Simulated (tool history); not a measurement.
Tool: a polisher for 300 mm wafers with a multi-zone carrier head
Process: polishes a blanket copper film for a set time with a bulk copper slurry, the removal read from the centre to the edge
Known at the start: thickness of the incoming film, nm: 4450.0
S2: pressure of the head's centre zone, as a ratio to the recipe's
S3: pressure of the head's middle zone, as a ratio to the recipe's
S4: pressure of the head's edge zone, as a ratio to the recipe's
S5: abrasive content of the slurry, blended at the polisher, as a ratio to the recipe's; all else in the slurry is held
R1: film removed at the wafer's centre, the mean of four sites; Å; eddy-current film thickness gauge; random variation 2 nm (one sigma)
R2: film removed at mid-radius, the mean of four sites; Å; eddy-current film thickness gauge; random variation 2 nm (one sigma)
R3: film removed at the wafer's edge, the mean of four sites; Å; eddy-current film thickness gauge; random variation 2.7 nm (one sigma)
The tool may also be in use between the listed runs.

Run 1, day 0.000: flow of slurry (ml/min) 295, S2 1.00, S3 1.00, S4 1.00, S5 1.0, polishing time (s) 42. Result: R1 2923.3 Å, R2 2937.7 Å, R3 2966.0 Å.
Run 2, day 0.242: flow of slurry (ml/min) 295, S2 1.00, S3 1.00, S4 1.00, S5 1.0, polishing time (s) 31. Result: R1 2134.5 Å, R2 2196.2 Å, R3 2173.1 Å.
Run 3, day 0.496: flow of slurry (ml/min) 300, S2 1.00, S3 1.02, S4 1.00, S5 1.0, polishing time (s) 31. Result: R1 2158.3 Å, R2 2207.2 Å, R3 2190.7 Å.
Run 4, day 0.529: flow of slurry (ml/min) 300, S2 1.00, S3 1.05, S4 1.00, S5 1.0, polishing time (s) 31. Result: R1 2202.3 Å, R2 2261.8 Å, R3 2203.3 Å.
Run 5, day 0.900: flow of slurry (ml/min) 300, S2 1.00, S3 1.09, S4 1.00, S5 1.0, polishing time (s) 31. Result: R1 2145.9 Å, R2 2351.4 Å, R3 2204.3 Å.
Run 6, day 1.271: flow of slurry (ml/min) 305, S2 1.01, S3 1.10, S4 1.00, S5 1.0, polishing time (s) 31. Result: R1 2213.2 Å, R2 2384.1 Å, R3 2194.6 Å.
Run 7, day 1.492: flow of slurry (ml/min) 310, S2 1.01, S3 1.11, S4 1.00, S5 1.0, polishing time (s) 31. Result: R1 2195.4 Å, R2 2391.7 Å, R3 2144.2 Å.

Run 8 comes next. What will it give?
Run 8, day 1.612: flow of slurry (ml/min) 310, S2 1.01, S3 1.12, S4 1.01, S5 1.0, polishing time (s) 31. Result: R1 ?, R2 ?, R3 ?.

{"run 8": {"R1": 2204.9, "R2": 2402.4, "R3": 2196.6}}
